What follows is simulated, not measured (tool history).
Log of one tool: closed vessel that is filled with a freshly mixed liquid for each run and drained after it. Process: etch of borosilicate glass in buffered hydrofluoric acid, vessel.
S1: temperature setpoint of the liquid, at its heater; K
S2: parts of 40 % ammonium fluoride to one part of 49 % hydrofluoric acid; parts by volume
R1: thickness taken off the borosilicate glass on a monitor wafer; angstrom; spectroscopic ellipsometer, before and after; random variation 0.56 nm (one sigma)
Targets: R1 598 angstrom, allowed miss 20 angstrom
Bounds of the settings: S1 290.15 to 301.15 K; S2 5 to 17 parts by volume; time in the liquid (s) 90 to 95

run 1 hour=0 | S1=293.15 S2=10.5 time_in_the_liquid_(s)=90 | R1=958.76
run 2 hour=7.1 | S1=293.15 S2=12 time_in_the_liquid_(s)=90 | R1=854.92
run 3 hour=13.3 | S1=292.65 S2=12.5 time_in_the_liquid_(s)=90 | R1=801.85
run 4 hour=16.2 | S1=292.65 S2=11 time_in_the_liquid_(s)=90 | R1=890.96
run 5 hour=22.1 | S1=295.65 S2=11 time_in_the_liquid_(s)=90 | R1=1072.5
run 6 hour=26.4 | S1=295.15 S2=11.5 time_in_the_liquid_(s)=90 | R1=1003.9
run 7 hour=30.9 | S1=294.65 S2=12 time_in_the_liquid_(s)=90 | R1=921.5
-- hour=37.4 hydrofluoric acid flow meter replaced
run 8 hour=37.4 | S1=294.15 S2=12 time_in_the_liquid_(s)=90 | R1=823.64
run 9 hour=39.4 | S1=293.65 S2=12 time_in_the_liquid_(s)=90 | R1=814.5
run 10 hour=44 | S1=293.15 S2=12 time_in_the_liquid_(s)=90 | R1=790.22

Which of these 5 next moves meets every target?
run A hour=48.6 | S1=290.15 S2=13.5 time_in_the_liquid_(s)=90 | R1=?
run B hour=48.6 | S1=292.65 S2=14 time_in_the_liquid_(s)=90 | R1=?
run C hour=48.6 | S1=292.65 S2=15.5 time_in_the_liquid_(s)=95 | R1=?
run D hour=48.6 | S1=293.65 S2=16 time_in_the_liquid_(s)=95 | R1=?
run E hour=48.6 | S1=293.15 S2=15.5 time_in_the_liquid_(s)=95 | R1=?

move=A R1=602.36
move=B R1=667.47
move=C R1=636.88
move=D R1=652
move=E R1=654.66
A: meets every target
B: nearer than the last run, and not there yet
C: nearer than the last run, and not there yet
D: nearer than the last run, and not there yet
E: nearer than the last run, and not there yet
Answer: A

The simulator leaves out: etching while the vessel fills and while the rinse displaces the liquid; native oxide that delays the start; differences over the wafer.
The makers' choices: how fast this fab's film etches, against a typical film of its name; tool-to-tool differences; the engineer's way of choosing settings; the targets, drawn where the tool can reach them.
